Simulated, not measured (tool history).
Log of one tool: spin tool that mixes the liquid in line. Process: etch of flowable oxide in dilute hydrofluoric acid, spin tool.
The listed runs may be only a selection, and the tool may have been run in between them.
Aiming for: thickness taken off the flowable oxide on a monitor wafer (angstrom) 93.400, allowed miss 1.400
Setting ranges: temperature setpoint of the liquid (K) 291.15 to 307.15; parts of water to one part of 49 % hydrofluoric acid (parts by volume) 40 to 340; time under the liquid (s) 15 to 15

run  hour  temperature setpoint of the liquid (K)  parts of water to one part of 49 % hydrofluoric acid (parts by volume)  time under the liquid (s)  thickness taken off the flowable oxide on a monitor wafer (angstrom)
  1   0.0                                  299.15                                                                     190                         15                                                                56.459
  2   8.2                                  299.15                                                                     220                         15                                                                47.037
  3  10.6                                  299.15                                                                     265                         15                                                                37.235
  4  18.1                                  299.15                                                                     300                         15                                                                31.633
  5  25.5                                  299.15                                                                     335                         15                                                                27.293
  6  32.6                                  302.65                                                                     335                         15                                                                30.513
  7  39.3                                  304.15                                                                     280                         15                                                                40.774
  8  43.8                                  305.15                                                                     235                         15                                                                53.162
  9  46.2                                  307.15                                                                     160                         15                                                                92.417
 10  52.6                                  307.15                                                                     160                         15                                                                92.107
 11  53.2                                  307.15                                                                     155                         15                                                                95.723

Exercise: of the 4 proposed moves below, exactly one satisfies all targets within the stated allowed misses. Which move is it?
  A  53.8                                  305.15                                                                     145                         15                                                                     ?
  B  53.8                                  307.15                                                                     150                         15                                                                     ?
  C  53.8                                  306.65                                                                     150                         15                                                                     ?
  D  53.8                                  306.65                                                                     155                         15                                                                     ?

move  thickness taken off the flowable oxide on a monitor wafer (angstrom)
   A                                                                97.117
   B                                                                99.965
   C                                                                98.253
   D                                                                94.415
A: its largest miss is bigger than the last run's
B: its largest miss is bigger than the last run's
C: its largest miss is bigger than the last run's
D: all results in spec
Go with D: it meets all targets.
